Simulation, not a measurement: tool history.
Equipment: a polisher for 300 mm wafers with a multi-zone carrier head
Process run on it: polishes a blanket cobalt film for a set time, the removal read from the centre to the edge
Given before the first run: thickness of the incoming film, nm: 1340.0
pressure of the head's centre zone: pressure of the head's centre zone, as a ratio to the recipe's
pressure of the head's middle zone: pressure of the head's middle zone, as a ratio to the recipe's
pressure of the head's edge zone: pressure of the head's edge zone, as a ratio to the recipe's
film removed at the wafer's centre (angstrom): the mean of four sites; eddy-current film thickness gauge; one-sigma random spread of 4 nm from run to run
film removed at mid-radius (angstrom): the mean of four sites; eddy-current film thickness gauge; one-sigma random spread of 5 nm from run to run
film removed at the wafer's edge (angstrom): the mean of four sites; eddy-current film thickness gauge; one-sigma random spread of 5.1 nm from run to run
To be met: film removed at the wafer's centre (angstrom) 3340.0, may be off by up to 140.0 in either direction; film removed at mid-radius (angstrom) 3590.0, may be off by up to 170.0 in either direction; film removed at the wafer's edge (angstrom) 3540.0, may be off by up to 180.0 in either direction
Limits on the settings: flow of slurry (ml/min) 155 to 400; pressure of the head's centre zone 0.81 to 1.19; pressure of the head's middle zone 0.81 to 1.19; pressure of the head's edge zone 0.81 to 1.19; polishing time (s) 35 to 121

| run | hour | flow of slurry (ml/min) | pressure of the head's centre zone | pressure of the head's middle zone | pressure of the head's edge zone | polishing time (s) | film removed at the wafer's centre (angstrom) | film removed at mid-radius (angstrom) | film removed at the wafer's edge (angstrom) |
|---|---|---|---|---|---|---|---|---|---|
| 1 | 0.0 | 255 | 1.00 | 1.00 | 1.00 | 78 | 4005.7 | 4088.3 | 3958.2 |
| 2 | 0.9 | 250 | 0.98 | 0.99 | 0.99 | 76 | 3738.1 | 3852.1 | 3944.8 |
| 3 | 6.3 | 250 | 0.98 | 1.00 | 0.98 | 74 | 3722.3 | 3836.3 | 3752.4 |
| 4 | 11.3 | 220 | 0.98 | 1.00 | 0.98 | 74 | 3644.4 | 3795.4 | 3760.2 |
| 5 | 19.1 | 220 | 0.97 | 1.00 | 0.97 | 73 | 3493.4 | 3761.2 | 3598.7 |
| 6 | 23.9 | 220 | 0.97 | 1.00 | 0.97 | 80 | 3884.1 | 4111.5 | 3994.8 |
| 7 | 25.5 | 220 | 0.96 | 0.99 | 0.95 | 78 | 3741.2 | 3958.9 | 3794.8 |
| 8 | 31.3 | 220 | 0.94 | 0.98 | 0.94 | 77 | 3588.9 | 3887.3 | 3670.3 |
| 9 | 34.6 | 220 | 0.93 | 0.97 | 0.94 | 77 | 3558.0 | 3839.0 | 3834.7 |
| 10 | 42.5 | 215 | 0.93 | 0.97 | 0.93 | 76 | 3531.8 | 3729.8 | 3571.6 |

Of the 4 settings listed for the next run, only one would bring every result within its allowed miss of target. Which one?
| A | 50.4 | 200 | 0.93 | 0.98 | 0.94 | 73 | ? | ? | ? |
| B | 50.4 | 200 | 1.07 | 0.94 | 0.81 | 69 | ? | ? | ? |
| C | 50.4 | 190 | 0.99 | 0.88 | 0.92 | 74 | ? | ? | ? |
| D | 50.4 | 225 | 1.00 | 0.90 | 0.84 | 66 | ? | ? | ? |

| move | film removed at the wafer's centre (angstrom) | film removed at mid-radius (angstrom) | film removed at the wafer's edge (angstrom) |
|---|---|---|---|
| A | 3393.7 | 3613.5 | 3524.3 |
| B | 3693.5 | 3296.3 | 3116.1 |
| C | 3629.9 | 3321.8 | 3521.7 |
| D | 3359.7 | 3091.6 | 3067.0 |
A: in spec on every target
B: the biggest miss grows against the last run
C: the biggest miss grows against the last run
D: gets the furthest-off result to its target, but another result is out of tolerance
The right move is A.
